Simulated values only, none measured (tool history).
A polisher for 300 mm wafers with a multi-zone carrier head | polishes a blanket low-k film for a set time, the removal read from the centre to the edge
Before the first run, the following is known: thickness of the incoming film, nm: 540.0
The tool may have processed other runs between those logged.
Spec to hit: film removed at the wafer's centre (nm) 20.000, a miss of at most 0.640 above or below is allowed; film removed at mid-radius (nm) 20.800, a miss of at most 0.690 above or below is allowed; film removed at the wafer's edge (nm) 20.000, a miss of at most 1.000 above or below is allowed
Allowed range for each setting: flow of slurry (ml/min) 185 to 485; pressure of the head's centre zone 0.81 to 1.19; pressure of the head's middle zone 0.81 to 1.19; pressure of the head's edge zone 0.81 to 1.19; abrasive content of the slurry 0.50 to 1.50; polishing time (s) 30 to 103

run,hour,flow of slurry (ml/min),pressure of the head's centre zone,pressure of the head's middle zone,pressure of the head's edge zone,abrasive content of the slurry,polishing time (s),film removed at the wafer's centre (nm),film removed at mid-radius (nm),film removed at the wafer's edge (nm)
1,0.0,310,1.00,1.00,1.00,1.00,66,29.583,30.658,30.010
2,6.3,310,1.00,1.00,1.05,1.00,66,29.236,30.789,30.788
3,10.2,310,1.00,1.00,1.00,1.00,66,29.438,30.852,29.756
4,17.2,310,1.00,1.00,1.00,1.00,77,33.805,35.943,35.205
5,21.7,310,1.00,0.94,1.00,1.00,77,33.750,34.023,35.478
6,29.5,310,0.98,0.94,0.97,0.85,72,29.065,29.169,30.261
7,32.4,310,0.96,0.95,0.94,0.75,68,24.476,26.213,26.488
8,35.1,315,0.97,0.95,0.91,0.70,66,24.127,24.213,24.045
9,36.1,305,0.87,0.93,0.81,0.50,65,16.993,19.356,18.638
10,38.3,360,0.97,0.95,0.86,0.50,65,19.352,19.954,18.535
11,39.7,350,0.97,0.95,0.87,0.50,65,19.123,20.174,19.642

4 candidate next runs follow, results not yet known. Just one meets every target within its allowed miss. Identify it.
A,41.1,420,0.93,0.91,0.81,0.65,59,?,?,?
B,41.1,470,0.97,0.97,0.85,0.65,53,?,?,?
C,41.1,390,0.88,0.99,0.92,0.50,68,?,?,?
D,41.1,385,0.89,0.98,0.84,0.50,68,?,?,?

move,film removed at the wafer's centre (nm),film removed at mid-radius (nm),film removed at the wafer's edge (nm)
A,19.880,20.665,20.222
B,18.767,19.697,18.629
C,18.438,21.745,20.993
D,18.632,21.545,20.135
A: in spec on every target
B: lands further from the targets than the last run did
C: lands further from the targets than the last run did
D: lands further from the targets than the last run did
Answer: A

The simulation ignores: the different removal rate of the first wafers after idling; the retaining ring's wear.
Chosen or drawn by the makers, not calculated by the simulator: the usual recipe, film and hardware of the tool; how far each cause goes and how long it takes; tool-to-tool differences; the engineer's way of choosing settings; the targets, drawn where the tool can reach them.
